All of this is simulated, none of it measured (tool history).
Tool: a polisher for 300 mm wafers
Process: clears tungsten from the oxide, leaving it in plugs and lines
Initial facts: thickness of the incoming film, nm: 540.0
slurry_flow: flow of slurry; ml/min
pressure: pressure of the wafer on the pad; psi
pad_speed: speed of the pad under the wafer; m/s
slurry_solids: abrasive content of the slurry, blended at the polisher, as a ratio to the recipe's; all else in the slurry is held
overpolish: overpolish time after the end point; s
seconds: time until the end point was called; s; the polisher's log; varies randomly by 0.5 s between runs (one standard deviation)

| run | hour | slurry_flow | pressure | pad_speed | slurry_solids | overpolish | seconds |
|---|---|---|---|---|---|---|---|
| 1 | 0.0 | 265 | 4.7 | 1.40 | 1.0 | 6 | 79.287 |
| 2 | 6.2 | 265 | 4.7 | 1.18 | 1.0 | 6 | 94.513 |
| 3 | 13.2 | 265 | 5.5 | 1.18 | 1.0 | 6 | 78.807 |
| 4 | 14.3 | 265 | 5.8 | 1.18 | 1.0 | 6 | 76.367 |
| 5 | 16.4 | 265 | 6.1 | 1.20 | 1.0 | 6 | 71.982 |
| 6 | 24.0 | 210 | 6.1 | 1.20 | 1.0 | 6 | 72.908 |
| 7 | 26.3 | 215 | 6.3 | 1.22 | 1.0 | 6 | 69.650 |
| 8 | 27.8 | 220 | 6.5 | 1.24 | 1.0 | 6 | 66.529 |
| 9 | 36.3 | 225 | 6.7 | 1.26 | 1.0 | 6 | 63.208 |
| 10 | 43.7 | 225 | 6.8 | 1.28 | 1.0 | 6 | 62.321 |

Run 11, settings as shown, results not yet in. Your forecast:
| 11 | 51.1 | 225 | 6.9 | 1.30 | 1.0 | 6 | ? |

{"run 11": {"seconds": 58.697}}
